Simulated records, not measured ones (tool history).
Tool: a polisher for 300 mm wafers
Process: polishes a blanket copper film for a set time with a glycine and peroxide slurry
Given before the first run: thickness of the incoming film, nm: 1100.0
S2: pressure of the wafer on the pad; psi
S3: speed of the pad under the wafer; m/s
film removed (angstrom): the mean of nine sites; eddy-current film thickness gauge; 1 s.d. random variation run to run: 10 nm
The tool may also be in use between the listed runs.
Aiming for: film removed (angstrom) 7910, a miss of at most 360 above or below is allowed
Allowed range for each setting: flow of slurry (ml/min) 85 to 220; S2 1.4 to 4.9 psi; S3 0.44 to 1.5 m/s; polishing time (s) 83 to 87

run 1 hour=0 | flow_of_slurry_(ml/min)=140 S2=3.1 S3=0.96 polishing_time_(s)=83 | film_removed_(angstrom)=5484.9
run 2 hour=2.4 | flow_of_slurry_(ml/min)=145 S2=3.5 S3=0.98 polishing_time_(s)=83 | film_removed_(angstrom)=6195.2
run 3 hour=8.9 | flow_of_slurry_(ml/min)=145 S2=3.5 S3=0.98 polishing_time_(s)=87 | film_removed_(angstrom)=6421.2
run 4 hour=13.4 | flow_of_slurry_(ml/min)=145 S2=3.5 S3=0.86 polishing_time_(s)=87 | film_removed_(angstrom)=5996.5
run 5 hour=16.1 | flow_of_slurry_(ml/min)=160 S2=3.5 S3=0.86 polishing_time_(s)=87 | film_removed_(angstrom)=6104.5
run 6 hour=19.2 | flow_of_slurry_(ml/min)=160 S2=3.5 S3=0.86 polishing_time_(s)=83 | film_removed_(angstrom)=5724.1
run 7 hour=20.5 | flow_of_slurry_(ml/min)=170 S2=4.4 S3=0.9 polishing_time_(s)=83 | film_removed_(angstrom)=7389.7
run 8 hour=25.4 | flow_of_slurry_(ml/min)=170 S2=4.5 S3=0.9 polishing_time_(s)=83 | film_removed_(angstrom)=7295.1
run 9 hour=30.2 | flow_of_slurry_(ml/min)=175 S2=4.6 S3=0.9 polishing_time_(s)=83 | film_removed_(angstrom)=7613.9
run 10 hour=39.1 | flow_of_slurry_(ml/min)=175 S2=4.6 S3=0.9 polishing_time_(s)=83 | film_removed_(angstrom)=7670.2
run 11 hour=40.9 | flow_of_slurry_(ml/min)=175 S2=4.6 S3=0.9 polishing_time_(s)=83 | film_removed_(angstrom)=7467.2

Consider the 5 candidate settings below. Which is the only one whose results all fall within their allowed miss of target?
run A hour=42.7 | flow_of_slurry_(ml/min)=175 S2=4.6 S3=0.82 polishing_time_(s)=83 | film_removed_(angstrom)=?
run B hour=42.7 | flow_of_slurry_(ml/min)=165 S2=3.5 S3=1.08 polishing_time_(s)=85 | film_removed_(angstrom)=?
run C hour=42.7 | flow_of_slurry_(ml/min)=195 S2=4.9 S3=0.84 polishing_time_(s)=84 | film_removed_(angstrom)=?
run D hour=42.7 | flow_of_slurry_(ml/min)=170 S2=4.4 S3=0.82 polishing_time_(s)=83 | film_removed_(angstrom)=?
run E hour=42.7 | flow_of_slurry_(ml/min)=155 S2=4.5 S3=0.92 polishing_time_(s)=83 | film_removed_(angstrom)=?

move=A film_removed_(angstrom)=7033.9
move=B film_removed_(angstrom)=6864.8
move=C film_removed_(angstrom)=7770
move=D film_removed_(angstrom)=6739.8
move=E film_removed_(angstrom)=7330.8
A: further off than the last run
B: further off than the last run
C: in spec on every target
D: further off than the last run
E: further off than the last run
Go with C: it meets all targets.
